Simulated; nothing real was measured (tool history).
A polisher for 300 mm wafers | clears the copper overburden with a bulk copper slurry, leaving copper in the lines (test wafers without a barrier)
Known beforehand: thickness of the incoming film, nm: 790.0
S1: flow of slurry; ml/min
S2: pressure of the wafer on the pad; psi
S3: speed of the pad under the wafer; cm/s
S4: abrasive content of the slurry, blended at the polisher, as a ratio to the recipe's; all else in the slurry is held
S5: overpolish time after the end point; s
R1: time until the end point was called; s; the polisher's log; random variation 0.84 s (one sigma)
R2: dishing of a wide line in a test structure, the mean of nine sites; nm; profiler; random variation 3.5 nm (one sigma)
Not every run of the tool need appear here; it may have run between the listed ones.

run 1 hour=0 | S1=160 S2=2.9 S3=108 S4=1 S5=20 | R1=88.067 R2=108.02
run 2 hour=1.7 | S1=160 S2=3.4 S3=108 S4=1 S5=20 | R1=79.956 R2=124.67
run 3 hour=5.5 | S1=160 S2=3.6 S3=108 S4=1 S5=20 | R1=75.622 R2=124.12
run 4 hour=11.9 | S1=160 S2=3.8 S3=108 S4=1 S5=21 | R1=73.367 R2=131.95
run 5 hour=13.4 | S1=160 S2=3.8 S3=96 S4=1 S5=21 | R1=83.396 R2=129.56
run 6 hour=15.6 | S1=130 S2=3.8 S3=96 S4=1 S5=21 | R1=83.87 R2=121.15
run 7 hour=21.9 | S1=130 S2=3.8 S3=96 S4=1 S5=21 | R1=85.005 R2=119.17
run 8 hour=28.8 | S1=140 S2=4 S3=98 S4=1 S5=21 | R1=79.206 R2=126.17
run 9 hour=34.2 | S1=145 S2=4.1 S3=100 S4=1 S5=22 | R1=76.727 R2=135.07
run 10 hour=40.9 | S1=150 S2=4.2 S3=102 S4=1 S5=22 | R1=72.672 R2=144.55

For run 11, what comes out?
run 11 hour=46.2 | S1=155 S2=4.3 S3=104 S4=1 S5=22 | R1=? R2=?

{"run 11": {"R1": 67.763, "R2": 142.49}}
